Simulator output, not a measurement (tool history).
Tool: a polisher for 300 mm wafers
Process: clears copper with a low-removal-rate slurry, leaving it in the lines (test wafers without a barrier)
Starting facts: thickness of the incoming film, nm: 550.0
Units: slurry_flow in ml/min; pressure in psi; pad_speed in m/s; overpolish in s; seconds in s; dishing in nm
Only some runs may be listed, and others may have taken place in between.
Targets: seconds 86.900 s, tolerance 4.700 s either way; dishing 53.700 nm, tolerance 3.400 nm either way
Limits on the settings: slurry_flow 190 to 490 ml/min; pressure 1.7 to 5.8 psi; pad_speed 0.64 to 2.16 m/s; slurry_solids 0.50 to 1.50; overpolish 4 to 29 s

run  hour  slurry_flow  pressure  pad_speed  slurry_solids  overpolish  seconds  dishing
  1   0.0          315       3.7       1.40           1.00          15  100.710   60.704
  2   5.3          250       3.7       1.40           1.00          15  103.300   60.237
  3  13.5          250       3.7       1.08           1.00          15  135.560   48.932
  4  17.4          250       3.9       1.08           1.00          14  128.270   46.957
  5  25.7          310       3.9       1.08           1.00          14  123.320   48.748
     28.9  -- head pressure recalibrated
  6  28.9          310       3.3       1.08           1.00          14  152.430   39.918
  7  35.0          310       3.5       1.08           1.00          13  147.760   39.473
  8  36.4          310       3.7       1.08           1.00          13  138.530   40.832
  9  45.2          310       4.7       1.12           1.00          11  111.650   43.201

4 candidate next runs follow, results not yet known. Just one meets every target within its allowed miss. Identify it.
  A  54.0          325       5.4       1.42           1.15           8        ?        ?
  B  54.0          325       5.3       1.46           1.20          11        ?        ?
  C  54.0          295       4.8       1.40           1.05          11        ?        ?
  D  54.0          305       5.5       1.66           0.70          12        ?        ?

move  seconds  dishing
   A   74.376   46.854
   B   72.614   62.636
   C   86.474   53.891
   D   74.744   65.809
A: moves the result that the last run missed by most past its target, out the other side
B: moves the result that the last run missed by most past its target, out the other side
C: all results land within tolerance of their targets
D: moves the result that the last run missed by most past its target, out the other side
So the answer is move C, the one that meets all the targets.

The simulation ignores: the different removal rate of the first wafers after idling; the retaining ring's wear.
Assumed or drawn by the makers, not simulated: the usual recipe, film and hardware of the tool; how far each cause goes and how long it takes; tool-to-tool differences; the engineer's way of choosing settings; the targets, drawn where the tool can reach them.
